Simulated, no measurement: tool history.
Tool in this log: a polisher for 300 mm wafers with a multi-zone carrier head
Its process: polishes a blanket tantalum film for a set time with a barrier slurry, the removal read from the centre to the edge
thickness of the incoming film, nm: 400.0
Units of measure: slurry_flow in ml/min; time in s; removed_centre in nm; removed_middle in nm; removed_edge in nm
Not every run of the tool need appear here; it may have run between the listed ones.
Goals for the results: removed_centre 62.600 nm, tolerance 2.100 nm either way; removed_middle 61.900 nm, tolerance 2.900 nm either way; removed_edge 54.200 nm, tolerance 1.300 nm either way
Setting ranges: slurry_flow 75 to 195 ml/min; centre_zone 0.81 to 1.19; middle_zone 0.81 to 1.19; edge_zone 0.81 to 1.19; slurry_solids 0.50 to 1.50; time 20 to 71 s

| run | hour | slurry_flow | centre_zone | middle_zone | edge_zone | slurry_solids | time | removed_centre | removed_middle | removed_edge |
|---|---|---|---|---|---|---|---|---|---|---|
| 1 | 0.0 | 125 | 1.00 | 1.00 | 1.00 | 1.00 | 45 | 74.670 | 75.233 | 76.015 |
| 2 | 8.4 | 125 | 1.00 | 0.94 | 1.00 | 1.00 | 45 | 76.227 | 70.462 | 75.443 |
| 3 | 17.2 | 110 | 1.00 | 0.94 | 1.00 | 1.00 | 45 | 71.878 | 69.362 | 74.034 |
| 4 | 23.1 | 110 | 1.00 | 0.94 | 1.08 | 1.00 | 45 | 73.299 | 69.647 | 76.424 |
| 5 | 30.5 | 110 | 0.93 | 0.94 | 1.08 | 1.00 | 45 | 66.850 | 70.021 | 77.200 |
|  | 36.4 | worn pad replaced by a new one |
| 6 | 36.4 | 80 | 0.93 | 0.94 | 1.08 | 1.00 | 45 | 67.327 | 71.402 | 80.698 |
| 7 | 44.9 | 105 | 0.97 | 0.98 | 1.00 | 0.85 | 44 | 70.667 | 72.398 | 75.832 |
| 8 | 48.5 | 120 | 1.00 | 1.01 | 0.95 | 0.90 | 40 | 70.532 | 74.247 | 70.110 |
| 9 | 56.1 | 120 | 1.00 | 1.01 | 0.95 | 0.90 | 40 | 70.903 | 72.632 | 70.386 |
| 10 | 60.9 | 130 | 1.01 | 1.02 | 0.92 | 0.90 | 35 | 65.313 | 64.903 | 61.408 |

4 candidate next runs follow, results not yet known. Just one meets every target within its allowed miss. Identify it.
| A | 65.7 | 140 | 0.96 | 0.84 | 1.04 | 0.90 | 37 | ? | ? | ? |
| B | 65.7 | 140 | 1.00 | 0.96 | 0.97 | 0.90 | 36 | ? | ? | ? |
| C | 65.7 | 125 | 0.90 | 0.89 | 1.05 | 1.05 | 36 | ? | ? | ? |
| D | 65.7 | 145 | 1.10 | 1.09 | 0.91 | 1.00 | 29 | ? | ? | ? |

| move | removed_centre | removed_middle | removed_edge |
|---|---|---|---|
| A | 64.931 | 59.828 | 70.328 |
| B | 65.885 | 65.022 | 66.056 |
| C | 61.163 | 63.297 | 71.763 |
| D | 61.639 | 61.398 | 54.179 |
A: the biggest miss grows against the last run
B: the biggest miss grows against the last run
C: the biggest miss grows against the last run
D: every result lands within tolerance
So the answer is move D, the one that meets all the targets.
